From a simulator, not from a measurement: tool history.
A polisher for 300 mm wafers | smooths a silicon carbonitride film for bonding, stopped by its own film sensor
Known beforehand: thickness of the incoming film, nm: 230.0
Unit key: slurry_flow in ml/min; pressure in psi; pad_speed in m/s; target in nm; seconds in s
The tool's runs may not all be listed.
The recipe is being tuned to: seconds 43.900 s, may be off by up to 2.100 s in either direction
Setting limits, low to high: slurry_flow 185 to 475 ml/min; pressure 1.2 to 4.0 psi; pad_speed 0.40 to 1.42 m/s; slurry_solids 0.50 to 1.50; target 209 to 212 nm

run    day  slurry_flow  pressure  pad_speed  slurry_solids  target  seconds
  1  0.000          305       2.6       0.90           1.00     209   69.549
  2  0.175          305       2.7       0.90           1.00     209   65.866
  3  0.392          305       2.8       0.90           1.00     209   65.603
  4  0.562          305       2.9       0.90           1.00     209   62.529
     0.904  -- slurry nozzle cleaned
  5  0.904          305       2.9       0.90           1.00     212   52.849
  6  1.046          245       2.9       0.90           1.00     212   54.623
  7  1.271          245       3.0       0.90           1.00     212   51.014
  8  1.479          245       3.0       0.90           1.00     212   52.422
  9  1.625          245       3.2       0.90           1.00     212   48.691

Which of these 5 next moves meets every target?
  A  1.771          235       3.0       0.92           1.05     212        ?
  B  1.771          285       3.0       0.86           1.20     211        ?
  C  1.771          235       3.0       0.94           0.95     210        ?
  D  1.771          265       3.2       0.92           0.90     211        ?
  E  1.771          200       3.2       1.06           1.15     211        ?

move  seconds
   A   50.169
   B   51.664
   C   57.282
   D   52.513
   E   43.751
A: further off than the last run
B: further off than the last run
C: further off than the last run
D: further off than the last run
E: every result lands within tolerance
E is the move that brings every result within its allowed miss.

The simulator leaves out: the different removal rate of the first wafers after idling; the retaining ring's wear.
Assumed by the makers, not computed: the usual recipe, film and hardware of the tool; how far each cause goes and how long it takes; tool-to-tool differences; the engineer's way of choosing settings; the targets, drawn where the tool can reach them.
